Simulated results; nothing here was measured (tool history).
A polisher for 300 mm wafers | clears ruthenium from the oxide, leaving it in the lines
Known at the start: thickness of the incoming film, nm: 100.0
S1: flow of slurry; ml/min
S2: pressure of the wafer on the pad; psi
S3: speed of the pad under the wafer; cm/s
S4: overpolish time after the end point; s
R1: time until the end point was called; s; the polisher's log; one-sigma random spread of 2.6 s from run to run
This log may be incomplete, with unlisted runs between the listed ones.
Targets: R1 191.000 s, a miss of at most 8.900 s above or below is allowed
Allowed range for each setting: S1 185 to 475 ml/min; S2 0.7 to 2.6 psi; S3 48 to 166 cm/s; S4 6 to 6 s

run	day	S1	S2	S3	S4	R1
1	0.000	305	1.6	106	6	113.900
2	0.079	305	1.6	122	6	101.520
3	0.408	330	1.6	122	6	99.472
4	0.571	355	1.6	122	6	99.483
5	0.750	355	1.6	138	6	93.112
6	0.958	355	1.6	138	6	93.138
7	1.008	355	1.4	132	6	109.860
8	1.325	355	1.3	130	6	118.230
9	1.450	355	1.2	128	6	126.320
10	1.596	355	1.2	128	6	129.220
11	1.875	355	0.7	118	6	225.550

Of the 4 settings listed for the next run, only one would bring every result within its allowed miss of target. Which one?
A	2.154	400	0.7	114	6	?
B	2.154	320	1.0	94	6	?
C	2.154	340	0.7	116	6	?
D	2.154	310	0.8	90	6	?

move	R1
A	228.910
B	187.170
C	229.140
D	237.840
A: the biggest miss grows against the last run
B: every result within its allowed miss
C: the biggest miss grows against the last run
D: the biggest miss grows against the last run
Correct choice: B, which meets every target
